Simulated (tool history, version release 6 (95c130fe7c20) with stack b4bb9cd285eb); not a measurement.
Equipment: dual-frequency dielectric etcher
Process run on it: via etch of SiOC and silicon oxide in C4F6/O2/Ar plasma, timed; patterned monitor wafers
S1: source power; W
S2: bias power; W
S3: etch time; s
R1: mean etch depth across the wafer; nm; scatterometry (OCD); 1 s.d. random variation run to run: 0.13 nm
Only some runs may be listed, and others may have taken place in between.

run	day	S1	S2	S3	R1
1	0.000	260	164	58.5	56.579
2	0.329	270	165	58.5	57.480
3	0.596	270	165	54.5	53.555
4	0.650	240	165	54.5	50.997
5	0.825	260	165	54.5	52.775
6	0.946	280	165	54.5	54.259
7	1.133	290	167	54.5	55.339
8	1.379	300	168	54.5	56.045
9	1.688	310	170	54.5	57.067
10	1.800	320	171	54.5	57.636
11	1.858	320	173	54.5	57.671
12	2.000	320	175	54.5	58.235
13	2.167	320	176	54.5	57.964
14	2.388	320	177	54.5	58.174
15	2.704	320	178	54.5	58.280
16	3.046	320	179	54.5	58.337
17	3.425	320	180	54.5	58.531

What does the tool deliver on the next run?
18	3.746	320	181	54.5	?

{"run 18": {"R1": 58.751}}
